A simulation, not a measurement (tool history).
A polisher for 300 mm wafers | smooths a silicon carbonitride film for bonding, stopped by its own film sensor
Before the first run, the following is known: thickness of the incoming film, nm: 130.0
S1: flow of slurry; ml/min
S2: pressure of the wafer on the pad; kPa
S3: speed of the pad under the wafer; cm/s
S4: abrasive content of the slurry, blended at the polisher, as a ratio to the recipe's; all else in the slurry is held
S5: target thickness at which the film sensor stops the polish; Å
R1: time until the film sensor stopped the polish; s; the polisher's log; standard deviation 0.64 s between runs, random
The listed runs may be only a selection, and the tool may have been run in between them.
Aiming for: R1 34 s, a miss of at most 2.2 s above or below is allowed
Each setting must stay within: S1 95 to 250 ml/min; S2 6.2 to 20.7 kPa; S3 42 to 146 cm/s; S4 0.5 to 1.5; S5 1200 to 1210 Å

run	hour	S1	S2	S3	S4	S5	R1
1	0	160	13.1	94	1	1200	48.316
2	4.8	175	13.1	94	1	1200	48.981
3	6	175	13.1	94	0.8	1200	51.956
4	13.3	175	14.5	96	0.8	1200	45.937
5	16.4	175	14.5	80	0.8	1200	52.504
6	20.1	175	12.4	80	0.8	1200	61.197
7	27.2	175	13.8	82	0.8	1200	51.26
8	32.9	175	14.5	84	0.8	1200	50.788
9	35.6	175	15.9	86	0.8	1200	46.734
10	36.6	175	16.5	88	0.8	1200	42.318
11	42.1	175	17.2	88	0.8	1200	41.025
12	49	175	17.9	88	0.8	1200	39.379
13	56.2	175	18.6	88	0.8	1200	39.016
14	62.2	175	19.3	88	0.8	1200	37.077

4 candidate next runs follow, results not yet known. Just one meets every target within its allowed miss. Identify it.
A	68.2	165	19.3	90	0.75	1210	?
B	68.2	195	17.2	92	0.7	1200	?
C	68.2	175	16.5	88	0.9	1200	?
D	68.2	115	20.7	68	0.85	1210	?

move	R1
A	33.038
B	40.072
C	40.734
D	39.848
A: each result inside its tolerance
B: further off than the last run
C: further off than the last run
D: further off than the last run
A is the move that brings every result within its allowed miss.
